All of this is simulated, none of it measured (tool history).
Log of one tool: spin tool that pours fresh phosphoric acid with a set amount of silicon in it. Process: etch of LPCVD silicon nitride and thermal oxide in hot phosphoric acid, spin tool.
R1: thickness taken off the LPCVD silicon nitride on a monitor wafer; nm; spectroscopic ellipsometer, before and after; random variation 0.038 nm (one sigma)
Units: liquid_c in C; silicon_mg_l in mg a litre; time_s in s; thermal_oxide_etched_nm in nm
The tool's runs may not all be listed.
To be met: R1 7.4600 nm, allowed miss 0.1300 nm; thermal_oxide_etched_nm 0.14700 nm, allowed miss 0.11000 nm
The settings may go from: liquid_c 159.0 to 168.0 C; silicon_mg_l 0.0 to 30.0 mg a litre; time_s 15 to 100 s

run 1 hour=0.0 | liquid_c=164.0 silicon_mg_l=13.0 time_s=50 | R1=4.8481 thermal_oxide_etched_nm=0.14761
run 2 hour=3.9 | liquid_c=164.0 silicon_mg_l=13.0 time_s=70 | R1=6.7837 thermal_oxide_etched_nm=0.22173
run 3 hour=5.0 | liquid_c=164.5 silicon_mg_l=14.5 time_s=70 | R1=6.8753 thermal_oxide_etched_nm=0.17383
run 4 hour=11.6 | liquid_c=164.5 silicon_mg_l=18.0 time_s=70 | R1=6.8701 thermal_oxide_etched_nm=0.22219
run 5 hour=13.0 | liquid_c=165.0 silicon_mg_l=17.0 time_s=70 | R1=6.9917 thermal_oxide_etched_nm=0.22398
run 6 hour=20.9 | liquid_c=165.0 silicon_mg_l=16.0 time_s=70 | R1=7.0194 thermal_oxide_etched_nm=0.24498
run 7 hour=28.4 | liquid_c=165.0 silicon_mg_l=15.0 time_s=70 | R1=6.9745 thermal_oxide_etched_nm=0.21845
run 8 hour=34.7 | liquid_c=165.0 silicon_mg_l=14.5 time_s=70 | R1=6.9637 thermal_oxide_etched_nm=0.18551
run 9 hour=38.1 | liquid_c=165.5 silicon_mg_l=14.5 time_s=70 | R1=7.1863 thermal_oxide_etched_nm=0.15983
run 10 hour=46.8 | liquid_c=166.0 silicon_mg_l=15.0 time_s=70 | R1=7.2538 thermal_oxide_etched_nm=0.26394
run 11 hour=52.2 | liquid_c=166.0 silicon_mg_l=13.5 time_s=70 | R1=7.2615 thermal_oxide_etched_nm=0.17604
run 12 hour=54.4 | liquid_c=167.0 silicon_mg_l=9.5 time_s=70 | R1=7.5096 thermal_oxide_etched_nm=0.33658
run 13 hour=58.6 | liquid_c=167.0 silicon_mg_l=11.0 time_s=70 | R1=7.4605 thermal_oxide_etched_nm=0.23725
run 14 hour=64.7 | liquid_c=167.0 silicon_mg_l=12.0 time_s=70 | R1=7.5174 thermal_oxide_etched_nm=0.29629

Which of these 4 next moves meets every target?
run A hour=70.8 | liquid_c=168.0 silicon_mg_l=10.5 time_s=70 | R1=? thermal_oxide_etched_nm=?
run B hour=70.8 | liquid_c=168.0 silicon_mg_l=5.5 time_s=70 | R1=? thermal_oxide_etched_nm=?
run C hour=70.8 | liquid_c=163.0 silicon_mg_l=15.5 time_s=80 | R1=? thermal_oxide_etched_nm=?
run D hour=70.8 | liquid_c=166.0 silicon_mg_l=12.0 time_s=75 | R1=? thermal_oxide_etched_nm=?

move=A R1=7.7434 thermal_oxide_etched_nm=0.28082
move=B R1=7.7434 thermal_oxide_etched_nm=0.31237
move=C R1=7.5129 thermal_oxide_etched_nm=0.19850
move=D R1=7.7739 thermal_oxide_etched_nm=0.25186
A: further off than the last run
B: further off than the last run
C: meets every target
D: brings the result that was furthest off to its target, and leaves another outside
Answer: C
